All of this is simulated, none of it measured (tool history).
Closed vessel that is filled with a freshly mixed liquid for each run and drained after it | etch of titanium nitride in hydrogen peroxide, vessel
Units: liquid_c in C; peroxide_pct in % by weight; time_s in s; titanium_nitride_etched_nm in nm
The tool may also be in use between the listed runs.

{"run": 1, "hour": 0.0, "liquid_c": 43, "peroxide_pct": 17.5, "time_s": 580, "titanium_nitride_etched_nm": 26.1}
{"run": 2, "hour": 0.6, "liquid_c": 39, "peroxide_pct": 17.5, "time_s": 580, "titanium_nitride_etched_nm": 19.224}
{"run": 3, "hour": 5.2, "liquid_c": 37, "peroxide_pct": 17.5, "time_s": 580, "titanium_nitride_etched_nm": 16.572}
{"run": 4, "hour": 9.4, "liquid_c": 35.5, "peroxide_pct": 17.5, "time_s": 580, "titanium_nitride_etched_nm": 14.543}
{"run": 5, "hour": 17.9, "liquid_c": 38.5, "peroxide_pct": 17.5, "time_s": 580, "titanium_nitride_etched_nm": 18.527}
{"run": 6, "hour": 24.6, "liquid_c": 36.5, "peroxide_pct": 17.5, "time_s": 580, "titanium_nitride_etched_nm": 15.853}

The next listed run, before its measurement:
{"run": 7, "hour": 29.9, "liquid_c": 35, "peroxide_pct": 17.5, "time_s": 580, "titanium_nitride_etched_nm": "?"}

Run 7 gave titanium_nitride_etched_nm 14.079 nm.
